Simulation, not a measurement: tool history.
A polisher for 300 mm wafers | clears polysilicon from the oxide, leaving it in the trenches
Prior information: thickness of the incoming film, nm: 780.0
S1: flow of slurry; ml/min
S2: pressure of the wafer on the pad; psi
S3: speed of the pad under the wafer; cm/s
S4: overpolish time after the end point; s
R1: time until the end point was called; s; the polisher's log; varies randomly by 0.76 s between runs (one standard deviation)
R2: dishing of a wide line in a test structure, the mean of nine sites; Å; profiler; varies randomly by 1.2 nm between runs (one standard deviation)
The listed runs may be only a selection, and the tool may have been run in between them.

| run | hour | S1 | S2 | S3 | S4 | R1 | R2 |
|---|---|---|---|---|---|---|---|
| 1 | 0.0 | 160 | 2.4 | 124 | 11 | 41.978 | 626.58 |
| 2 | 6.0 | 160 | 2.8 | 124 | 11 | 36.467 | 622.22 |
| 3 | 14.0 | 155 | 2.4 | 122 | 10 | 42.892 | 628.65 |
| 4 | 20.7 | 155 | 2.1 | 122 | 10 | 48.931 | 603.83 |
| 5 | 27.3 | 150 | 1.9 | 122 | 10 | 54.492 | 565.12 |
| 6 | 36.3 | 150 | 1.9 | 122 | 8 | 53.365 | 556.90 |
| 7 | 44.2 | 150 | 1.9 | 122 | 8 | 54.198 | 557.70 |
| 8 | 47.6 | 150 | 1.7 | 122 | 10 | 59.618 | 552.62 |

Forecast run 9:
| 9 | 53.4 | 140 | 1.2 | 118 | 16 | ? | ? |

Run 9 yielded R1 86.318 s, R2 598.26 Å.
